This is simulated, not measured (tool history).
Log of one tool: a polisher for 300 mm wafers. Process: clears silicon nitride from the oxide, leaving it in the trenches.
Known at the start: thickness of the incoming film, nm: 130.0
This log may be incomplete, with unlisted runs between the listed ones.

| run | hour | flow of slurry (ml/min) | pressure of the wafer on the pad (kPa) | speed of the pad under the wafer (m/s) | overpolish time after the end point (s) | time until the end point was called (s) |
|---|---|---|---|---|---|---|
| 1 | 0 | 175 | 19.3 | 0.88 | 28 | 145.27 |
| 2 | 4.9 | 175 | 19.3 | 0.88 | 30 | 144.18 |
| 3 | 6.7 | 175 | 21.4 | 0.88 | 30 | 131.39 |
| 4 | 13.9 | 175 | 19.3 | 0.86 | 30 | 148.12 |
| 5 | 20.1 | 175 | 19.3 | 0.86 | 30 | 148.36 |
| 6 | 23.7 | 145 | 19.3 | 0.86 | 30 | 150.24 |
| 7 | 28.9 | 145 | 17.9 | 0.84 | 30 | 160.86 |

Forecast run 8:
| 8 | 35.7 | 145 | 16.5 | 0.82 | 30 | ? |

time until the end point was called (s): 177.99

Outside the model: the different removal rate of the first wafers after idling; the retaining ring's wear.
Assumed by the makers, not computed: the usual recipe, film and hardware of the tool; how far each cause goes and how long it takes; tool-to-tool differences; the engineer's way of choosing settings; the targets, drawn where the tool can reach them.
